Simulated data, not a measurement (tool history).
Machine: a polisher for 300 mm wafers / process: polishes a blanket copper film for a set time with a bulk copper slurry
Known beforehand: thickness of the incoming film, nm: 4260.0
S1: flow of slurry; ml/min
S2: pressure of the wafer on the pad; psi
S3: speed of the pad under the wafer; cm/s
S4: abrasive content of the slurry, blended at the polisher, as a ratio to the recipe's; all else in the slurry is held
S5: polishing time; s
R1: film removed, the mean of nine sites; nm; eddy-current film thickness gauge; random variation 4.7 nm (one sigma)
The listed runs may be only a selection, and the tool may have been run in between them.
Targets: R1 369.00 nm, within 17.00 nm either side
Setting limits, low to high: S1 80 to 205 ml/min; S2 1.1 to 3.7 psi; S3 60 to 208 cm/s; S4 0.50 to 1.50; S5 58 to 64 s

| run | hour | S1 | S2 | S3 | S4 | S5 | R1 |
|---|---|---|---|---|---|---|---|
| 1 | 0.0 | 135 | 2.4 | 134 | 1.00 | 64 | 756.42 |
| 2 | 5.9 | 135 | 2.2 | 132 | 1.00 | 64 | 703.76 |
| 3 | 8.2 | 135 | 2.1 | 128 | 1.00 | 64 | 654.79 |
| 4 | 14.5 | 135 | 2.0 | 124 | 1.00 | 64 | 597.34 |
| 5 | 15.1 | 135 | 1.7 | 124 | 1.00 | 64 | 521.46 |
| 6 | 23.4 | 135 | 1.6 | 122 | 1.00 | 64 | 474.23 |
| 7 | 25.9 | 135 | 1.5 | 122 | 1.00 | 64 | 448.74 |
| 8 | 29.2 | 130 | 1.3 | 122 | 1.00 | 64 | 388.75 |

Below are 5 possible settings for the next run. Only one of them brings all results inside the allowed miss of their targets. Which is it?
| A | 32.5 | 125 | 1.2 | 116 | 1.05 | 62 | ? |
| B | 32.5 | 120 | 1.3 | 132 | 1.00 | 64 | ? |
| C | 32.5 | 145 | 1.6 | 104 | 1.05 | 64 | ? |
| D | 32.5 | 160 | 1.1 | 146 | 1.10 | 64 | ? |
| E | 32.5 | 80 | 2.2 | 88 | 0.70 | 60 | ? |

| move | R1 |
|---|---|
| A | 331.56 |
| B | 410.89 |
| C | 415.46 |
| D | 414.95 |
| E | 367.16 |
A: takes the biggest miss from the last run beyond its target
B: the biggest miss grows against the last run
C: the biggest miss grows against the last run
D: the biggest miss grows against the last run
E: hits every target within its allowed miss
Answer: E
